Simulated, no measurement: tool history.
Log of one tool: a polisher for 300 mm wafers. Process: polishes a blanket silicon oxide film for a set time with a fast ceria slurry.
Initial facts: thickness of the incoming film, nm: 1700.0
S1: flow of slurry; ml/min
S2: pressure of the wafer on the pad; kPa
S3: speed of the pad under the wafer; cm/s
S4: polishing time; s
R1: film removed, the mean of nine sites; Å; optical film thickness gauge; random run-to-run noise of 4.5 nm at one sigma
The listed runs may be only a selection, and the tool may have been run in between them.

run	day	S1	S2	S3	S4	R1
1	0.000	200	22.8	84	52	7780.8
2	0.333	200	22.8	72	52	6831.0
3	0.375	200	18.6	70	52	5428.1
4	0.596	200	13.8	70	52	4145.1
5	0.946	170	13.8	70	52	3966.0
6	1.088	160	13.8	70	52	4008.0
7	1.400	160	11.7	70	52	3420.0
8	1.746	165	11.7	70	52	3364.0

Run 9 comes next. What will it give?
9	1.950	165	13.8	70	52	?

{"run 9": {"R1": 4015.6}}
